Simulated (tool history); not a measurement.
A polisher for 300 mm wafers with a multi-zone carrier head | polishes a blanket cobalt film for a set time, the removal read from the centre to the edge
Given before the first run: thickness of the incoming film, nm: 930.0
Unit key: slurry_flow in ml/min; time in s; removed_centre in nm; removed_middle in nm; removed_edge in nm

run  hour  slurry_flow  centre_zone  middle_zone  edge_zone  time  removed_centre  removed_middle  removed_edge
  1   0.0          305         1.00         1.00       1.00    81          260.59          260.42        262.07
  2   3.1          305         1.01         0.99       0.97    78          247.29          244.94        250.83
  3   7.5          305         1.03         0.99       0.95    75          246.18          235.64        235.58
  4   9.2          305         0.95         0.99       0.95    75          227.85          240.05        234.69
  5  10.7          305         0.95         0.99       1.02    75          225.78          234.11        245.26
  6  13.1          305         0.97         0.97       0.98    73          224.59          228.10        231.37

The next listed run, before its measurement:
  7  14.9          305         0.98         0.94       0.95    72               ?               ?             ?

Run 7 yielded removed_centre 227.36 nm, removed_middle 219.75 nm, removed_edge 226.15 nm.

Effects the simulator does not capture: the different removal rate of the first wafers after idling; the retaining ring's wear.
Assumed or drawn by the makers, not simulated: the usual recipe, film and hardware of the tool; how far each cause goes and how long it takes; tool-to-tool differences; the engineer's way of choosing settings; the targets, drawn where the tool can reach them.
